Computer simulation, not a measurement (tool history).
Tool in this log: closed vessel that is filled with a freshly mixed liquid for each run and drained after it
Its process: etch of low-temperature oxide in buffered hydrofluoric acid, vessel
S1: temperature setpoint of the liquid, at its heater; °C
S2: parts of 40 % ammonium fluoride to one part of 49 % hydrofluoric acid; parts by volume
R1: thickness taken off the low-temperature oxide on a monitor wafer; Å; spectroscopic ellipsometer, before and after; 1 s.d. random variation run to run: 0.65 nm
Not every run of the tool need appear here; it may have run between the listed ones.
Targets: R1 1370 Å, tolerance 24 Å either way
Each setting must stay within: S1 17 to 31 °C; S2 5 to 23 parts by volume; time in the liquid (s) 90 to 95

run 1 day=0 | S1=23 S2=14 time_in_the_liquid_(s)=90 | R1=1947.8
run 2 day=0.242 | S1=21.5 S2=14 time_in_the_liquid_(s)=90 | R1=1796.3
run 3 day=0.5 | S1=21.5 S2=16.5 time_in_the_liquid_(s)=90 | R1=1532.6
run 4 day=0.883 | S1=21 S2=16.5 time_in_the_liquid_(s)=90 | R1=1482.6
run 5 day=1.15 | S1=21 S2=20.5 time_in_the_liquid_(s)=90 | R1=1219.8
run 6 day=1.417 | S1=21.5 S2=20.5 time_in_the_liquid_(s)=90 | R1=1263.9
run 7 day=1.638 | S1=22 S2=20.5 time_in_the_liquid_(s)=90 | R1=1293.5
run 8 day=1.833 | S1=22.5 S2=20.5 time_in_the_liquid_(s)=90 | R1=1336.9
-- day=1.946 hydrofluoric acid flow meter replaced
run 9 day=1.946 | S1=23 S2=20.5 time_in_the_liquid_(s)=90 | R1=1417.1

Consider the 4 candidate settings below. Which is the only one whose results all fall within their allowed miss of target?
run A day=2.058 | S1=22.5 S2=21.5 time_in_the_liquid_(s)=95 | R1=?
run B day=2.058 | S1=20.5 S2=19 time_in_the_liquid_(s)=95 | R1=?
run C day=2.058 | S1=21.5 S2=20 time_in_the_liquid_(s)=95 | R1=?
run D day=2.058 | S1=20 S2=19 time_in_the_liquid_(s)=95 | R1=?

move=A R1=1422.6
move=B R1=1407.4
move=C R1=1414.6
move=D R1=1368.5
A: the biggest miss grows against the last run
B: gains on the last run, yet a result remains outside its allowed miss
C: gains on the last run, yet a result remains outside its allowed miss
D: in spec on every target
So the answer is move D, the one that meets all the targets.

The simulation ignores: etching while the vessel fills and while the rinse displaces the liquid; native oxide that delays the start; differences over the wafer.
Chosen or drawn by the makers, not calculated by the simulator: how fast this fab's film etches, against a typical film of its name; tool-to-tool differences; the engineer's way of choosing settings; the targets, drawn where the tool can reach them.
